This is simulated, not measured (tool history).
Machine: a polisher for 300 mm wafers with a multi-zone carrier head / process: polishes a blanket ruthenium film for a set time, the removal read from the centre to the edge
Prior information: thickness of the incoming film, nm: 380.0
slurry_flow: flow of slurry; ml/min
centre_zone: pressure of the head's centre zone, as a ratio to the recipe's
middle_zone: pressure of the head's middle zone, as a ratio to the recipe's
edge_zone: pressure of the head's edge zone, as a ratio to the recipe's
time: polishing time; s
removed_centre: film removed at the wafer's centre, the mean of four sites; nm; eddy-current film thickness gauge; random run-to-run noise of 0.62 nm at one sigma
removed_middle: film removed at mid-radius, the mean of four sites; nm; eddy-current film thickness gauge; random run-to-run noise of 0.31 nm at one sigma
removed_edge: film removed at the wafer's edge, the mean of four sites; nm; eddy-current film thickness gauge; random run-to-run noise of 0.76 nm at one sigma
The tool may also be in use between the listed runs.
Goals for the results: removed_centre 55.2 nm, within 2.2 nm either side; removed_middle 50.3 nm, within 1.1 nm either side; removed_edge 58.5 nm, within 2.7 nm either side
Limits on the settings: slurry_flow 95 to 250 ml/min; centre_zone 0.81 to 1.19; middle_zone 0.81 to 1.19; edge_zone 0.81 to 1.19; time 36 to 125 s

run	hour	slurry_flow	centre_zone	middle_zone	edge_zone	time	removed_centre	removed_middle	removed_edge
1	0	160	1	1	1	80	96.594	98.405	102.61
2	8.9	160	1.06	1	1	80	104.71	98.691	103.99
3	14.2	160	1	1	1	80	98.725	98.499	102.01
4	22.4	150	0.99	0.97	0.99	74	88.801	88.34	94.632
5	25.4	145	0.99	0.95	0.97	68	80.472	80.566	84.626
6	32.4	140	0.99	0.93	0.97	64	74.769	73.907	80.484
7	41	135	0.99	0.91	0.96	61	72.019	69.012	75.186
8	45.1	130	0.99	0.89	0.96	59	66.948	65.251	71.097
9	49.3	125	1	0.88	0.97	57	66.842	61.923	70.682
# hour 56.6: edge zone pressure recalibrated
10	56.6	120	1	0.87	0.96	56	63.989	58.81	66.714
11	62.9	115	1	0.86	0.96	55	61.267	57.154	64.323
12	66.9	110	1	0.85	0.96	55	61.357	56.093	64.9
13	71.5	110	1	0.84	0.95	54	60.224	55.774	63.381
14	72.4	110	1	0.84	0.95	53	58.597	54.14	62.18

Exactly one of the 4 candidate moves below puts every result within its allowed miss. Which one?
A	73.3	145	1.04	0.9	0.89	44	?	?	?
B	73.3	95	1.08	0.84	1.13	49	?	?	?
C	73.3	110	1	0.84	1	49	?	?	?
D	73.3	105	1	0.87	0.94	47	?	?	?

move	removed_centre	removed_middle	removed_edge
A	55.327	50.033	51.923
B	55.949	47.639	58.357
C	54.68	49.963	57.466
D	51.611	48.213	53.366
A: corrects the largest miss of the last run, while another result sits out of spec
B: pushes the last run's worst result past its target
C: all results in spec
D: pushes the last run's worst result past its target
C meets every target.
